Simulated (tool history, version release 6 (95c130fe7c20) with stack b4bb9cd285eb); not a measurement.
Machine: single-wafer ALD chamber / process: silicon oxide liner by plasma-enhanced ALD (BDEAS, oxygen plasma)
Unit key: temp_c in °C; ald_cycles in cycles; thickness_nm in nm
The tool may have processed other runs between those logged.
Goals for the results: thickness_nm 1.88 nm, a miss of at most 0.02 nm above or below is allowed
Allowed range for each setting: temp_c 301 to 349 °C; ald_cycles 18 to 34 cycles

| run | hour | temp_c | ald_cycles | thickness_nm |
|---|---|---|---|---|
| 1 | 0 | 325 | 26 | 2.0874 |
| 2 | 8.9 | 327 | 26 | 2.0832 |
| 3 | 13.7 | 336 | 26 | 2.0551 |
| 4 | 15.9 | 336 | 28 | 2.2036 |
| 5 | 21.3 | 337 | 27 | 2.1293 |
| 6 | 27.4 | 337 | 29 | 2.2895 |
| 7 | 29.5 | 338 | 28 | 2.2172 |
| 8 | 31.1 | 338 | 27 | 2.1142 |
| 9 | 39.3 | 338 | 27 | 2.1318 |
| 10 | 41.2 | 338 | 26 | 2.047 |
| 11 | 45.3 | 338 | 26 | 2.0603 |
| 12 | 46 | 338 | 25 | 1.9689 |
| 13 | 48.1 | 338 | 25 | 1.9746 |
| 14 | 51.5 | 339 | 25 | 1.9529 |
| 15 | 53.5 | 340 | 25 | 1.9659 |
| 16 | 54.8 | 341 | 25 | 1.9654 |
| 17 | 56.6 | 342 | 25 | 1.9658 |

4 next moves are on the table. One of them brings every result within its allowed miss. Which?
| A | 58.4 | 343 | 24 | ? |
| B | 58.4 | 336 | 26 | ? |
| C | 58.4 | 321 | 23 | ? |
| D | 58.4 | 330 | 23 | ? |

| move | thickness_nm |
|---|---|
| A | 1.8782 |
| B | 2.0533 |
| C | 1.8516 |
| D | 1.8305 |
A: each result inside its tolerance
B: further off than the last run
C: takes the result that was furthest off past its target
D: takes the result that was furthest off past its target
Go with A: it meets all targets.
